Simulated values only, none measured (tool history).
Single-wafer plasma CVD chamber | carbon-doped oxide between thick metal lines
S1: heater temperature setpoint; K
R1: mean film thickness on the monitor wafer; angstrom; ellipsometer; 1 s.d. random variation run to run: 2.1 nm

Run 1, hour 0.0: S1 638.15 K, chamber pressure (Torr) 6.12, RF power (W) 580, deposition time (s) 159. Result: R1 7987.3 angstrom.
Run 2, hour 1.6: S1 639.15 K, chamber pressure (Torr) 5.98, RF power (W) 560, deposition time (s) 159. Result: R1 7787.8 angstrom.
Run 3, hour 5.1: S1 639.15 K, chamber pressure (Torr) 5.98, RF power (W) 610, deposition time (s) 159. Result: R1 8165.2 angstrom.
Run 4, hour 7.8: S1 645.15 K, chamber pressure (Torr) 5.98, RF power (W) 610, deposition time (s) 159. Result: R1 8077.1 angstrom.
Run 5, hour 9.2: S1 645.15 K, chamber pressure (Torr) 5.98, RF power (W) 610, deposition time (s) 159. Result: R1 8076.2 angstrom.
Run 6, hour 10.7: S1 649.15 K, chamber pressure (Torr) 5.98, RF power (W) 610, deposition time (s) 159. Result: R1 7977.8 angstrom.

Run 7 is up next; what results do you expect?
Run 7, hour 16.7: S1 650.15 K, chamber pressure (Torr) 5.86, RF power (W) 590, deposition time (s) 159. Result: R1 ?.

Run 7 produced R1 7833.2 angstrom.

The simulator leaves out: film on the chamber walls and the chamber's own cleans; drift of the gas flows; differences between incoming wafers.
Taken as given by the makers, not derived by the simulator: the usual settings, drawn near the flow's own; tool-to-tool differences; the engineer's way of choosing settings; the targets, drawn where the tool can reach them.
